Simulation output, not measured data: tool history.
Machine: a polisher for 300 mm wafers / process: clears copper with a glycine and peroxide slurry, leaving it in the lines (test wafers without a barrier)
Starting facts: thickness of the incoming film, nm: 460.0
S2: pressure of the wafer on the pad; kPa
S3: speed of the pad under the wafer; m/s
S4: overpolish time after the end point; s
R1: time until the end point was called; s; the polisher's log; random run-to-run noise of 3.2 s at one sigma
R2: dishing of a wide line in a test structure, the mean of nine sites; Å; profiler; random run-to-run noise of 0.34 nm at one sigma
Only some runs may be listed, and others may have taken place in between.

run 1 day=0 | flow_of_slurry_(ml/min)=305 S2=15.2 S3=0.86 S4=9 | R1=126.94 R2=254.52
run 2 day=0.367 | flow_of_slurry_(ml/min)=305 S2=15.2 S3=0.86 S4=7 | R1=130.15 R2=203.79
run 3 day=0.729 | flow_of_slurry_(ml/min)=305 S2=14.5 S3=0.86 S4=8 | R1=133.5 R2=217.48
run 4 day=0.833 | flow_of_slurry_(ml/min)=305 S2=14.5 S3=0.86 S4=10 | R1=136.72 R2=270.28
run 5 day=0.942 | flow_of_slurry_(ml/min)=305 S2=14.5 S3=1 S4=10 | R1=117.71 R2=286.08
run 6 day=1.162 | flow_of_slurry_(ml/min)=305 S2=13.8 S3=0.98 S4=10 | R1=126.52 R2=278.53
run 7 day=1.379 | flow_of_slurry_(ml/min)=305 S2=13.1 S3=0.98 S4=10 | R1=133.8 R2=274.58
run 8 day=1.717 | flow_of_slurry_(ml/min)=305 S2=12.4 S3=0.98 S4=10 | R1=130.36 R2=263.28

The next listed run, before its measurement:
run 9 day=2.025 | flow_of_slurry_(ml/min)=305 S2=11.7 S3=0.96 S4=10 | R1=? R2=?

{"run 9": {"R1": 138.26, "R2": 253.78}}

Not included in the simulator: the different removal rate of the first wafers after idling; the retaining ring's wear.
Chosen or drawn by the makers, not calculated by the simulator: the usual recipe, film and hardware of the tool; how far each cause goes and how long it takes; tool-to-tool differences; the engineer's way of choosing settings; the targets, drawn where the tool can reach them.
